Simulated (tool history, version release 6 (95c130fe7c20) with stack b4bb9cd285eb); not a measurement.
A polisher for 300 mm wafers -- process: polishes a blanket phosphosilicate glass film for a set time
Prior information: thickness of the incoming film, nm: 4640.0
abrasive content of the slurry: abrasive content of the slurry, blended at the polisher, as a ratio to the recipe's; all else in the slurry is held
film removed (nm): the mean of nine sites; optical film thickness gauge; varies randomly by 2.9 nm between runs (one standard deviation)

run	hour	flow of slurry (ml/min)	pressure of the wafer on the pad (psi)	speed of the pad under the wafer (cm/s)	abrasive content of the slurry	polishing time (s)	film removed (nm)
1	0.0	180	4.2	112	1.0	51	659.73
2	2.7	145	4.2	112	1.0	51	643.45
3	11.3	145	3.8	112	1.0	51	586.37
4	13.2	145	3.5	110	1.0	51	532.96
5	19.8	145	3.2	110	1.0	51	487.14
6	25.4	145	3.0	110	1.0	51	468.99
7	28.1	145	2.8	110	1.0	51	429.77
8	32.2	145	2.7	110	1.0	51	418.03

What will run 9 give?
9	36.8	145	2.6	110	1.0	51	?

Run 9 measured film removed (nm) 392.93.
